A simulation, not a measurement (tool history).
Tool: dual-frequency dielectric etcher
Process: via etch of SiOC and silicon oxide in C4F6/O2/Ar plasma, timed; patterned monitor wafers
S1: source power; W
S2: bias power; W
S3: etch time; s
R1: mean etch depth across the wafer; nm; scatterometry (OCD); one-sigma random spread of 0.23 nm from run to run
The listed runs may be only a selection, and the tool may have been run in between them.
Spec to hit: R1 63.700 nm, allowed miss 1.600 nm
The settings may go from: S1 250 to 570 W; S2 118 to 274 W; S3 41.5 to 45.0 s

run,day,S1,S2,S3,R1
1,0.000,410,196,45.0,51.665
2,0.250,410,220,45.0,54.902
3,0.596,440,224,45.0,56.690
4,0.708,440,224,41.5,52.366
5,0.979,460,238,42.5,55.817
6,1.067,480,248,43.0,58.496
7,1.271,500,253,43.0,59.719
8,1.454,500,253,43.0,59.754
9,1.679,510,257,43.0,60.423
10,1.958,520,260,43.0,61.639
11,2.200,520,260,43.0,61.225
12,2.404,530,262,43.0,61.791

Of the 5 settings listed for the next run, only one would bring every result within its allowed miss of target. Which one?
A,2.608,490,255,44.0,?
B,2.608,520,272,43.5,?
C,2.608,470,273,42.5,?
D,2.608,550,239,42.5,?
E,2.608,480,245,45.0,?

move,R1
A,60.828
B,63.173
C,59.885
D,59.130
E,60.643
A: the biggest miss grows against the last run
B: each result inside its tolerance
C: the biggest miss grows against the last run
D: the biggest miss grows against the last run
E: the biggest miss grows against the last run
Move B is the one to make.

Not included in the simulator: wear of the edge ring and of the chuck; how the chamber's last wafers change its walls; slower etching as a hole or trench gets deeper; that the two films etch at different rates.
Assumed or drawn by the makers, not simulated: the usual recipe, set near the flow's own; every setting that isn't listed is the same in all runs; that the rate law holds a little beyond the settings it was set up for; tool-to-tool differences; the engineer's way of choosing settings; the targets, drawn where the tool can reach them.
